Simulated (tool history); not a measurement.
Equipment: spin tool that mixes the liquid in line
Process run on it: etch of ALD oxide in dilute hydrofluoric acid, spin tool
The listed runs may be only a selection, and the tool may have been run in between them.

run  hour  temperature setpoint of the liquid (K)  parts of water to one part of 49 % hydrofluoric acid (parts by volume)  time under the liquid (s)  thickness taken off the ALD oxide on a monitor wafer (angstrom)
  1     0                                  298.15                                                                     265                        310                                                           94.864
  2   1.2                                  298.15                                                                     315                        310                                                           75.457
  3     2                                  298.15                                                                     315                        310                                                           75.302
  4   6.3                                  298.15                                                                     255                        310                                                            99.07
  5   7.5                                  297.15                                                                     265                        310                                                           91.732
  6  10.2                                  297.15                                                                     210                        310                                                           122.16
  7  16.2                                  296.15                                                                     225                        310                                                              107
  8  17.2                                  295.15                                                                     240                        310                                                           95.602
  9  20.7                                  294.65                                                                     250                        310                                                           89.975
 10  24.4                                  294.15                                                                     260                        310                                                           83.644

For run 11, what comes out?
 11    30                                  293.65                                                                     270                        310                                                                ?

{"run 11": {"thickness taken off the ALD oxide on a monitor wafer (angstrom)": 78.687}}
